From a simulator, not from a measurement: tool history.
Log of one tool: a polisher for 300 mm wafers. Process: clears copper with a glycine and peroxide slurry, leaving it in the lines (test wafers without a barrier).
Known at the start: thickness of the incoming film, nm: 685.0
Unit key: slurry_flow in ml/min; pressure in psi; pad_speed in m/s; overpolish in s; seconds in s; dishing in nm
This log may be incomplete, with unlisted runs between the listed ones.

run  hour  slurry_flow  pressure  pad_speed  overpolish  seconds  dishing
  1     0          320         2        1.3          28   106.19   92.689
  2   1.7          320       2.2       1.32          27   94.815   93.503
  3   2.5          320       2.3       1.32          27   94.504    99.88
  4   7.5          320       2.3       1.32          20   95.307   81.624
  5    10          320       2.1       1.32          20   100.84   76.468
  6  12.3          320       2.1        1.1          20   114.83   70.168

Predict the results of run 7:
  7  12.9          320       2.3       1.12          21        ?        ?

Run 7 came out at seconds 99.405 s, dishing 77.76 nm.
